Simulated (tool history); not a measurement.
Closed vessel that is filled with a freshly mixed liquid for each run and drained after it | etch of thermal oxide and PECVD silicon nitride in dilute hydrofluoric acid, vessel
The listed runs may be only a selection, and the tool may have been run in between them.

run  hour  temperature setpoint of the liquid (C)  parts of water to one part of 49 % hydrofluoric acid (parts by volume)  time in the liquid (s)  thickness taken off the thermal oxide on a monitor wafer (angstrom)  thickness taken off the PECVD silicon nitride on a monitor wafer (angstrom)
  1     0                                      23                                                                     100                     420                                                               233.36                                                                       238.12
  2   6.3                                    22.5                                                                     105                     425                                                               219.31                                                                       222.26
  3  14.5                                    22.5                                                                      80                     425                                                               295.27                                                                       290.36
  4  18.7                                      22                                                                      90                     430                                                               260.54                                                                       254.89
  5  21.7                                      20                                                                      90                     430                                                               237.91                                                                       221.04
  6    27                                      20                                                                      95                     435                                                               221.75                                                                       215.06

Forecast run 7:
  7  28.2                                      19                                                                     115                     470                                                                    ?                                                                            ?

{"run 7": {"thickness taken off the thermal oxide on a monitor wafer (angstrom)": 185.94, "thickness taken off the PECVD silicon nitride on a monitor wafer (angstrom)": 176.67}}

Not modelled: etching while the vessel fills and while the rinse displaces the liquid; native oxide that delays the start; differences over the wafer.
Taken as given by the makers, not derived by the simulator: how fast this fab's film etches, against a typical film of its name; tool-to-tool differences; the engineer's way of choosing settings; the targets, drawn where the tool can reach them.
